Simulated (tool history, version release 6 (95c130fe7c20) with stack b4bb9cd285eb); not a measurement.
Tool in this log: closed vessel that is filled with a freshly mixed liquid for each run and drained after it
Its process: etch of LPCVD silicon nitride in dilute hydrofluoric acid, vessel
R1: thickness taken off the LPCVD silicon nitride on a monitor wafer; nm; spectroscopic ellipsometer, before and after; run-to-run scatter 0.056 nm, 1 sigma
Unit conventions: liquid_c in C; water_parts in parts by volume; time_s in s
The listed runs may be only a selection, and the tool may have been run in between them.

Run 1, hour 0: liquid_c 22 C, water_parts 130 parts by volume, time_s 1020 s. Result: R1 3.2916 nm.
Run 2, hour 5.8: liquid_c 24.5 C, water_parts 120 parts by volume, time_s 1020 s. Result: R1 4.1672 nm.
Run 3, hour 13.1: liquid_c 24.5 C, water_parts 95 parts by volume, time_s 1020 s. Result: R1 5.3583 nm.
Run 4, hour 17: liquid_c 21 C, water_parts 95 parts by volume, time_s 1020 s. Result: R1 4.1611 nm.
Run 5, hour 24.2: liquid_c 23.5 C, water_parts 95 parts by volume, time_s 1020 s. Result: R1 4.9853 nm.
Run 6, hour 33.1: liquid_c 23.5 C, water_parts 95 parts by volume, time_s 1020 s. Result: R1 4.9208 nm.
Run 7, hour 40: liquid_c 25.5 C, water_parts 95 parts by volume, time_s 1020 s. Result: R1 5.6206 nm.

Expected results for the next run?
Run 8, hour 44.4: liquid_c 27 C, water_parts 95 parts by volume, time_s 1020 s. Result: R1 ?.

R1: 6.1721 nm
